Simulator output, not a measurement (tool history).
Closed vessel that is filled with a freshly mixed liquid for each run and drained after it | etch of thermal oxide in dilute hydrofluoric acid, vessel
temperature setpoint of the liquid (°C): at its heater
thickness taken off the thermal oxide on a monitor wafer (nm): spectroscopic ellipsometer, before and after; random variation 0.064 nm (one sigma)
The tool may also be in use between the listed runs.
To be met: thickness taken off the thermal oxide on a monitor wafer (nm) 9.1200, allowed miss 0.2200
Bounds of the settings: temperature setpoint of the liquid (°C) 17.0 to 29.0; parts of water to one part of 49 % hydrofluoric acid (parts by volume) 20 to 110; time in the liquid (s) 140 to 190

run	hour	temperature setpoint of the liquid (°C)	parts of water to one part of 49 % hydrofluoric acid (parts by volume)	time in the liquid (s)	thickness taken off the thermal oxide on a monitor wafer (nm)
1	0.0	21.0	60	190	14.7620
2	3.7	23.0	60	190	15.8780
3	7.3	20.5	60	190	14.4040
4	14.7	20.0	65	190	12.9720
5	17.5	20.0	75	190	11.0430
6	20.3	19.5	75	190	10.8620
7	21.8	19.0	75	190	10.6640
8	23.8	18.5	75	190	10.4600

Which of these 4 next moves meets every target?
A	25.8	19.0	85	185	?
B	25.8	29.0	95	150	?
C	25.8	17.5	80	180	?
D	25.8	18.0	65	175	?

move	thickness taken off the thermal oxide on a monitor wafer (nm)
A	9.0784
B	9.6948
C	8.8584
D	11.0090
A: meets every target
B: nearer than the last run, and not there yet
C: takes the result that was furthest off past its target
D: further off than the last run
Answer: A
